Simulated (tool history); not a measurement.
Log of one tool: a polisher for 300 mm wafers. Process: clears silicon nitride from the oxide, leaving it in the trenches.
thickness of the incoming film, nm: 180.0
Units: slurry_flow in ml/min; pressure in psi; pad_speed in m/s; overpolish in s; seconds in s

{"run": 1, "hour": 0.0, "slurry_flow": 230, "pressure": 3.2, "pad_speed": 1.24, "overpolish": 43, "seconds": 131.1}
{"run": 2, "hour": 5.4, "slurry_flow": 230, "pressure": 2.4, "pad_speed": 1.24, "overpolish": 43, "seconds": 170.83}
{"run": 3, "hour": 13.2, "slurry_flow": 230, "pressure": 2.4, "pad_speed": 1.08, "overpolish": 43, "seconds": 192.07}
{"run": 4, "hour": 14.7, "slurry_flow": 230, "pressure": 2.8, "pad_speed": 1.12, "overpolish": 43, "seconds": 166.15}
{"run": 5, "hour": 22.6, "slurry_flow": 230, "pressure": 3.1, "pad_speed": 1.12, "overpolish": 43, "seconds": 150.37}
{"run": 6, "hour": 29.3, "slurry_flow": 230, "pressure": 3.1, "pad_speed": 1.12, "overpolish": 46, "seconds": 152.82}
{"run": 7, "hour": 30.1, "slurry_flow": 230, "pressure": 3.1, "pad_speed": 1.12, "overpolish": 46, "seconds": 153.87}

Forecast run 8:
{"run": 8, "hour": 35.3, "slurry_flow": 230, "pressure": 3.4, "pad_speed": 1.14, "overpolish": 46, "seconds": "?"}

Run 8 gave seconds 143.03 s.

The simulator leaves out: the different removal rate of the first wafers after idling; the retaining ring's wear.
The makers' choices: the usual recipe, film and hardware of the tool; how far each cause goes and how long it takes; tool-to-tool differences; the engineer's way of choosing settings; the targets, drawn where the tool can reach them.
